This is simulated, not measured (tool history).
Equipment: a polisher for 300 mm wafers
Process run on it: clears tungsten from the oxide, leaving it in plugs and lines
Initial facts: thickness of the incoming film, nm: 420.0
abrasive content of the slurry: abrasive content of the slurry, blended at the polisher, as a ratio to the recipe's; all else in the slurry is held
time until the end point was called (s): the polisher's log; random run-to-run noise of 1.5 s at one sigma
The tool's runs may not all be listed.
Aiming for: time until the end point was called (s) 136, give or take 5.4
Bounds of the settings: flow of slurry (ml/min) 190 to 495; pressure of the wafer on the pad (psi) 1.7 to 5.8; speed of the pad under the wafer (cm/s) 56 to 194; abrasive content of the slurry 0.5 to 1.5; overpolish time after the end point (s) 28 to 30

run    day  flow of slurry (ml/min)  pressure of the wafer on the pad (psi)  speed of the pad under the wafer (cm/s)  abrasive content of the slurry  overpolish time after the end point (s)  time until the end point was called (s)
  1      0                      320                                     3.7                                      124                               1                                       28                                   72.534
  2  0.204                      320                                     3.7                                      124                            0.85                                       28                                   76.702
  3  0.275                      320                                     4.2                                      124                            0.85                                       28                                   67.335
  4  0.454                      320                                     4.2                                      124                             0.7                                       28                                   70.944
  5  0.812                      320                                     3.5                                      122                             0.7                                       28                                   85.996
  6  0.933                      320                                       3                                      120                             0.7                                       28                                   102.21
  7  1.308                      320                                       2                                      118                             0.7                                       28                                   149.39
  8  1.546                      320                                     2.1                                      118                             0.7                                       28                                   144.67

Below are 5 possible settings for the next run. Only one of them brings all results inside the allowed miss of their targets. Which is it?
  A  1.783                      350                                     2.1                                      124                             0.7                                       28                                        ?
  B  1.783                      320                                     2.2                                      106                             0.7                                       28                                        ?
  C  1.783                      385                                     2.3                                      124                            0.65                                       28                                        ?
  D  1.783                      350                                     2.2                                      102                             0.7                                       28                                        ?
  E  1.783                      295                                     1.8                                      122                            0.65                                       28                                        ?

move  time until the end point was called (s)
   A                                   133.72
   B                                   149.94
   C                                   123.76
   D                                   154.54
   E                                   161.81
A: all results land within tolerance of their targets
B: moves away from the targets compared with the last run
C: carries the result that was furthest off beyond its target, to the other side
D: moves away from the targets compared with the last run
E: moves away from the targets compared with the last run
Go with A: it meets all targets.

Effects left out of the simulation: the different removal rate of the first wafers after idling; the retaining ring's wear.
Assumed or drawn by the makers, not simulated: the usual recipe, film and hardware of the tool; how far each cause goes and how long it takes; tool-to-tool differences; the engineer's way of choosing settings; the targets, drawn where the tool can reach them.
